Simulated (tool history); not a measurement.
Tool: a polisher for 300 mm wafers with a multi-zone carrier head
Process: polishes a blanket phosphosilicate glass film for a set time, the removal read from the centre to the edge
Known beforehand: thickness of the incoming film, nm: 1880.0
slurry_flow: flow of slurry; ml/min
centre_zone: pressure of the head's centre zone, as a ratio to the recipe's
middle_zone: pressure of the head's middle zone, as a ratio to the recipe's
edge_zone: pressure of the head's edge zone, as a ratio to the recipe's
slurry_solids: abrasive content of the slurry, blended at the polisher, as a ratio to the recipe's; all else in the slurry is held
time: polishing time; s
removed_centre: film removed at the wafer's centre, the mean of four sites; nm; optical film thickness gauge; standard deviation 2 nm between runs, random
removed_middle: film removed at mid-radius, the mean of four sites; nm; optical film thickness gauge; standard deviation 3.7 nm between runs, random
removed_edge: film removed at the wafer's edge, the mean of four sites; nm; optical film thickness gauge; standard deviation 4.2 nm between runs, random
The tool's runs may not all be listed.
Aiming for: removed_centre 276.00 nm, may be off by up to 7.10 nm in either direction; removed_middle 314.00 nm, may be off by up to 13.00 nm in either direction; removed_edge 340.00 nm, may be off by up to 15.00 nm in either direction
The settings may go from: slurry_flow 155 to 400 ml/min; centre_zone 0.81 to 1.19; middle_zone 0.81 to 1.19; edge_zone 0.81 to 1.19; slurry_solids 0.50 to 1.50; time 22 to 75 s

run 1 hour=0.0 | slurry_flow=255 centre_zone=1.00 middle_zone=1.00 edge_zone=1.00 slurry_solids=1.00 time=48 | removed_centre=368.94 removed_middle=375.73 removed_edge=353.91
run 2 hour=6.7 | slurry_flow=245 centre_zone=0.95 middle_zone=0.97 edge_zone=1.01 slurry_solids=0.95 time=48 | removed_centre=344.59 removed_middle=363.18 removed_edge=351.70
run 3 hour=8.3 | slurry_flow=245 centre_zone=0.95 middle_zone=0.97 edge_zone=1.01 slurry_solids=0.95 time=43 | removed_centre=309.04 removed_middle=324.78 removed_edge=315.56
run 4 hour=15.3 | slurry_flow=235 centre_zone=0.92 middle_zone=0.95 edge_zone=1.03 slurry_solids=0.95 time=43 | removed_centre=301.53 removed_middle=315.77 removed_edge=319.51
run 5 hour=20.9 | slurry_flow=235 centre_zone=0.92 middle_zone=0.95 edge_zone=1.03 slurry_solids=0.95 time=37 | removed_centre=254.06 removed_middle=271.51 removed_edge=269.50
run 6 hour=22.8 | slurry_flow=235 centre_zone=0.92 middle_zone=0.92 edge_zone=1.03 slurry_solids=0.95 time=37 | removed_centre=254.00 removed_middle=265.70 removed_edge=264.56
run 7 hour=30.7 | slurry_flow=225 centre_zone=0.91 middle_zone=0.95 edge_zone=1.07 slurry_solids=1.00 time=37 | removed_centre=253.20 removed_middle=272.08 removed_edge=279.30
run 8 hour=38.9 | slurry_flow=235 centre_zone=0.91 middle_zone=0.96 edge_zone=1.10 slurry_solids=1.05 time=37 | removed_centre=262.54 removed_middle=279.52 removed_edge=293.53
run 9 hour=43.9 | slurry_flow=285 centre_zone=0.85 middle_zone=1.03 edge_zone=1.19 slurry_solids=1.20 time=37 | removed_centre=261.49 removed_middle=315.49 removed_edge=331.20
run 10 hour=46.9 | slurry_flow=290 centre_zone=0.86 middle_zone=1.02 edge_zone=1.19 slurry_solids=1.20 time=37 | removed_centre=267.21 removed_middle=323.84 removed_edge=326.85
run 11 hour=50.5 | slurry_flow=235 centre_zone=0.85 middle_zone=0.92 edge_zone=1.19 slurry_solids=1.35 time=37 | removed_centre=267.11 removed_middle=301.04 removed_edge=335.57
run 12 hour=58.6 | slurry_flow=240 centre_zone=0.85 middle_zone=0.93 edge_zone=1.19 slurry_solids=1.35 time=37 | removed_centre=267.76 removed_middle=305.81 removed_edge=331.11
run 13 hour=59.6 | slurry_flow=245 centre_zone=0.85 middle_zone=0.93 edge_zone=1.19 slurry_solids=1.35 time=37 | removed_centre=269.51 removed_middle=300.59 removed_edge=331.04
run 14 hour=65.0 | slurry_flow=245 centre_zone=0.85 middle_zone=0.94 edge_zone=1.19 slurry_solids=1.35 time=37 | removed_centre=267.58 removed_middle=306.01 removed_edge=332.43
run 15 hour=66.4 | slurry_flow=250 centre_zone=0.85 middle_zone=0.94 edge_zone=1.19 slurry_solids=1.35 time=37 | removed_centre=271.16 removed_middle=309.14 removed_edge=325.15
run 16 hour=73.2 | slurry_flow=240 centre_zone=0.85 middle_zone=0.94 edge_zone=1.19 slurry_solids=1.35 time=37 | removed_centre=264.85 removed_middle=309.51 removed_edge=331.09

Exercise: of the 5 proposed moves below, exactly one satisfies all targets within the stated allowed misses. Which move is it?
run A hour=80.0 | slurry_flow=180 centre_zone=0.83 middle_zone=0.93 edge_zone=1.19 slurry_solids=1.50 time=38 | removed_centre=? removed_middle=? removed_edge=?
run B hour=80.0 | slurry_flow=240 centre_zone=0.84 middle_zone=0.95 edge_zone=1.14 slurry_solids=1.15 time=38 | removed_centre=? removed_middle=? removed_edge=?
run C hour=80.0 | slurry_flow=270 centre_zone=0.86 middle_zone=0.94 edge_zone=1.19 slurry_solids=1.30 time=38 | removed_centre=? removed_middle=? removed_edge=?
run D hour=80.0 | slurry_flow=230 centre_zone=0.86 middle_zone=0.90 edge_zone=1.19 slurry_solids=1.40 time=36 | removed_centre=? removed_middle=? removed_edge=?
run E hour=80.0 | slurry_flow=205 centre_zone=0.81 middle_zone=0.91 edge_zone=1.19 slurry_solids=1.15 time=41 | removed_centre=? removed_middle=? removed_edge=?

move=A removed_centre=261.56 removed_middle=309.57 removed_edge=340.97
move=B removed_centre=255.81 removed_middle=302.78 removed_edge=316.47
move=C removed_centre=277.26 removed_middle=317.07 removed_edge=340.77
move=D removed_centre=262.84 removed_middle=290.65 removed_edge=325.72
move=E removed_centre=259.18 removed_middle=307.96 removed_edge=343.37
A: its largest miss is bigger than the last run's
B: its largest miss is bigger than the last run's
C: all results land within tolerance of their targets
D: its largest miss is bigger than the last run's
E: its largest miss is bigger than the last run's
C is the move that brings every result within its allowed miss.
